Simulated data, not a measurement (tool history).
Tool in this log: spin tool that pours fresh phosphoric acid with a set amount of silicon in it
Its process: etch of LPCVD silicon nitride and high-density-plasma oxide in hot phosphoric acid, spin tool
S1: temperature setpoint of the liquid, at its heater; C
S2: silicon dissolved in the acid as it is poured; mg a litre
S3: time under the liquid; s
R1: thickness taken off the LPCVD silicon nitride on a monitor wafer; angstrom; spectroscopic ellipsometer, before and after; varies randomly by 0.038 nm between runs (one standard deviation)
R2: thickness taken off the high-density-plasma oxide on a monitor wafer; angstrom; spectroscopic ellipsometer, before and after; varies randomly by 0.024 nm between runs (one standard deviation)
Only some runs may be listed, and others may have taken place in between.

run,hour,S1,S2,S3,R1,R2
1,0,162,24,70,78.246,1.245
2,1.8,161.5,21.5,65,70.853,1.6607
3,10.3,160,21.5,65,66.864,1.4131
4,12.7,161,21.5,65,69.879,1.5371
5,21.1,162.5,21.5,65,74.319,1.0222
6,25.7,162,22,60,66.181,1.8782

For run 7, what comes out?
7,27.7,161,26.5,55,?,?

{"run 7": {"R1": 60.601, "R2": 1.2188}}
